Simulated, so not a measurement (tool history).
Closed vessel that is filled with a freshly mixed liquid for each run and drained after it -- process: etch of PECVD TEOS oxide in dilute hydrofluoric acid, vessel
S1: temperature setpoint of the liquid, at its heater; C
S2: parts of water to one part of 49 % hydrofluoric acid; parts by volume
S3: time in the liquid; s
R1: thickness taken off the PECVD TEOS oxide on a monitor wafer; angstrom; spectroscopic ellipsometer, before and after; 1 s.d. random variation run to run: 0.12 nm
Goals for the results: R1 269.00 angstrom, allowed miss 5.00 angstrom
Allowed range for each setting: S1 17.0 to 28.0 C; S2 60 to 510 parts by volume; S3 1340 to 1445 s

run,hour,S1,S2,S3,R1
1,0.0,20.0,285,1340,308.36
2,0.9,19.5,285,1340,304.49
3,3.9,19.5,285,1445,327.76
4,12.1,19.5,235,1445,414.41
5,18.8,19.5,235,1445,417.21
6,20.4,19.0,245,1445,389.15
7,23.6,19.0,250,1445,380.81
8,28.3,19.0,250,1445,378.90

5 next moves are on the table. One of them brings every result within its allowed miss. Which?
A,33.0,18.0,330,1340,?
B,33.0,26.5,210,1445,?
C,33.0,21.0,195,1445,?
D,33.0,17.0,290,1340,?
E,33.0,17.0,310,1340,?

move,R1
A,239.18
B,619.14
C,552.75
D,271.10
E,249.41
A: takes the biggest miss from the last run beyond its target
B: lands further from the targets than the last run did
C: lands further from the targets than the last run did
D: each result inside its tolerance
E: takes the biggest miss from the last run beyond its target
D meets every target.
